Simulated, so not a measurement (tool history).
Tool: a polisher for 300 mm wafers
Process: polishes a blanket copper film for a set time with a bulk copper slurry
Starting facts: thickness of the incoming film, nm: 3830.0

run	hour	flow of slurry (ml/min)	pressure of the wafer on the pad (psi)	speed of the pad under the wafer (m/s)	abrasive content of the slurry	polishing time (s)	film removed (Å)
1	0	260	2.7	0.92	1	56	4869.4
2	1.6	260	3.2	0.92	1	56	5667.6
3	8.8	255	3	0.92	1	56	5343.9
4	10	255	3.5	0.92	1	56	6090.2
5	12.5	250	3.3	0.92	1	56	5779.9
6	16.7	245	3.1	0.92	1	56	5381.8
7	18.4	235	2.4	0.92	1	56	4281.4
8	22.8	235	2.4	0.92	1	56	4251.9

What does the tool deliver on the next run?
9	27	230	2.4	0.92	1	56	?

{"run 9": {"film removed (Å)": 4240.3}}
